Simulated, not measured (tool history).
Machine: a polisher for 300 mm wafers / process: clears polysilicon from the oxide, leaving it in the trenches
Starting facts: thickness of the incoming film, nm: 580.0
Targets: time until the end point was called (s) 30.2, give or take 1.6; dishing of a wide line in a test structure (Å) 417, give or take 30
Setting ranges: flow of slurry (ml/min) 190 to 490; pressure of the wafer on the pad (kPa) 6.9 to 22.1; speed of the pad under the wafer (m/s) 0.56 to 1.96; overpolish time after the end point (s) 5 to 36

run	hour	flow of slurry (ml/min)	pressure of the wafer on the pad (kPa)	speed of the pad under the wafer (m/s)	overpolish time after the end point (s)	time until the end point was called (s)	dishing of a wide line in a test structure (Å)
1	0	315	14.5	1.26	18	48.038	507.96
2	2.3	315	15.9	1.28	14	42.847	495.89
3	4.7	280	15.9	1.28	14	42.859	488.53
4	9.5	255	17.2	1.28	11	40.268	502.65
5	16.3	255	15.9	1.28	11	44.39	489.34
6	24.6	255	15.9	1.28	19	43.633	534.52
# hour 31.9: worn pad replaced by a new one
7	31.9	320	16.5	1.32	15	36.271	524.03
8	34.9	410	15.9	1.3	6	38.223	407.89
9	42.4	415	16.5	1.3	6	36.307	430.89
10	46.2	435	16.5	1.32	6	35.56	433.01
11	47.1	450	16.5	1.38	6	35.417	431.21
12	52.7	450	16.5	1.38	6	34.133	410.59

Exactly one of the 5 candidate moves below puts every result within its allowed miss. Which one?
A	58.3	490	14.5	1.48	5	?	?
B	58.3	470	14.5	1.4	5	?	?
C	58.3	415	15.9	1.28	8	?	?
D	58.3	395	15.9	1.22	8	?	?
E	58.3	465	16.5	1.58	5	?	?

move	time until the end point was called (s)	dishing of a wide line in a test structure (Å)
A	37.555	391.47
B	39.74	380.66
C	40.015	461.13
D	42.069	453.58
E	31.05	426.18
A: moves away from the targets compared with the last run
B: moves away from the targets compared with the last run
C: moves away from the targets compared with the last run
D: moves away from the targets compared with the last run
E: in spec on every target
E is the move that brings every result within its allowed miss.
